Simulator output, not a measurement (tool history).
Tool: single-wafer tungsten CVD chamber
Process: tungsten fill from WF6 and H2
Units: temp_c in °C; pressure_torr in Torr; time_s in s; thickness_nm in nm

{"run": 1, "hour": 0.0, "temp_c": 395, "pressure_torr": 53.6, "time_s": 30.2, "thickness_nm": 107.09}
{"run": 2, "hour": 2.2, "temp_c": 395, "pressure_torr": 53.6, "time_s": 30.2, "thickness_nm": 107.31}
{"run": 3, "hour": 9.8, "temp_c": 395, "pressure_torr": 58.8, "time_s": 30.2, "thickness_nm": 109.11}
{"run": 4, "hour": 18.6, "temp_c": 398, "pressure_torr": 59, "time_s": 30.2, "thickness_nm": 115.42}
{"run": 5, "hour": 25.1, "temp_c": 401, "pressure_torr": 59.2, "time_s": 30.2, "thickness_nm": 121.07}
{"run": 6, "hour": 32.3, "temp_c": 401, "pressure_torr": 59.2, "time_s": 31.2, "thickness_nm": 126.04}

For run 7, what comes out?
{"run": 7, "hour": 36.4, "temp_c": 402, "pressure_torr": 59.3, "time_s": 31.2, "thickness_nm": "?"}

thickness_nm: 128.26 nm
